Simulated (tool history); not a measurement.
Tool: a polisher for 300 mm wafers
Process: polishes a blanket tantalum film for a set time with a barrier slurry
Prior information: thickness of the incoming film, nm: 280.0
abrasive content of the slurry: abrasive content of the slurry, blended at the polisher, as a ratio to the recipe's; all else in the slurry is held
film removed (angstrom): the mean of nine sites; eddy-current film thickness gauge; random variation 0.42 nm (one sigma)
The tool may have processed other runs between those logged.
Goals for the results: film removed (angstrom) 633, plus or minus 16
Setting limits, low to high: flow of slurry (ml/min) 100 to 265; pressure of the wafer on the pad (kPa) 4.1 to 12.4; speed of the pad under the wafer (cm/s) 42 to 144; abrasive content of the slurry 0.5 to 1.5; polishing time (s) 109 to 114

run,day,flow of slurry (ml/min),pressure of the wafer on the pad (kPa),speed of the pad under the wafer (cm/s),abrasive content of the slurry,polishing time (s),film removed (angstrom)
1,0,170,8.3,92,1,109,979.16
2,0.154,150,8.3,92,1,109,959.11
3,0.321,150,8.3,92,1.1,109,987.99
4,0.567,150,7.6,92,1.1,109,914.55
5,0.683,150,7.6,92,1.1,109,916.68
6,0.717,150,7.6,92,0.9,109,847.95
7,0.746,145,6.9,92,0.9,109,769.29
8,0.908,140,6.9,92,0.9,109,771.63
9,1.029,135,6.9,92,0.9,109,762.39
10,1.071,130,6.9,92,0.9,109,760.12
11,1.3,125,6.9,92,0.9,109,759.53
12,1.529,120,6.2,92,0.9,109,684.52
13,1.792,115,6.2,92,0.9,109,680.03
14,2.046,110,6.2,92,0.9,109,678.09
15,2.254,105,6.2,92,0.9,109,661.02
16,2.433,100,6.2,92,0.9,109,657.6

Which one of the following 4 next-run settings gets every result inside its allowed miss? There is exactly one.
A,2.612,105,6.2,86,0.85,114,?
B,2.612,105,6.2,82,1.15,114,?
C,2.612,110,6.9,80,0.95,110,?
D,2.612,150,7.6,72,0.85,114,?

move,film removed (angstrom)
A,634.31
B,688.68
C,668.29
D,686.63
A: all results in spec
B: further off than the last run
C: further off than the last run
D: further off than the last run
A is the move that brings every result within its allowed miss.
